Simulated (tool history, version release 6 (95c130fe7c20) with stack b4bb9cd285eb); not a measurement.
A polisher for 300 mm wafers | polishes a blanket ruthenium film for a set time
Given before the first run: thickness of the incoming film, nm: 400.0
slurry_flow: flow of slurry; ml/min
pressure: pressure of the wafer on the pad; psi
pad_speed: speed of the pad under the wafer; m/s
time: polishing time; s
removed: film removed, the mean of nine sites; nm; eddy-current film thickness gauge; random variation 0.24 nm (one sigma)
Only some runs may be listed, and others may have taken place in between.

| run | hour | slurry_flow | pressure | pad_speed | time | removed |
|---|---|---|---|---|---|---|
| 1 | 0 | 145 | 1.7 | 0.94 | 52 | 50.048 |
| 2 | 8.8 | 145 | 1.3 | 0.94 | 52 | 38.815 |
| 3 | 11.3 | 145 | 1.3 | 0.94 | 52 | 38.662 |
| 4 | 15.4 | 145 | 1.6 | 0.94 | 52 | 47.137 |
| 5 | 18.5 | 110 | 1.6 | 0.94 | 52 | 43.841 |
| 6 | 25.3 | 130 | 1.6 | 0.94 | 52 | 46.011 |
| 7 | 28.4 | 125 | 1.5 | 0.94 | 52 | 42.704 |
| 8 | 32.4 | 120 | 1.5 | 0.94 | 52 | 41.572 |
| 9 | 33.4 | 115 | 1.5 | 0.94 | 52 | 41.362 |
| 10 | 39.5 | 110 | 1.5 | 0.94 | 52 | 41.389 |

Run 11, settings as shown, results not yet in. Your forecast:
| 11 | 42.4 | 100 | 1.3 | 0.94 | 52 | ? |

For run 11 the tool returned removed 35.551 nm.
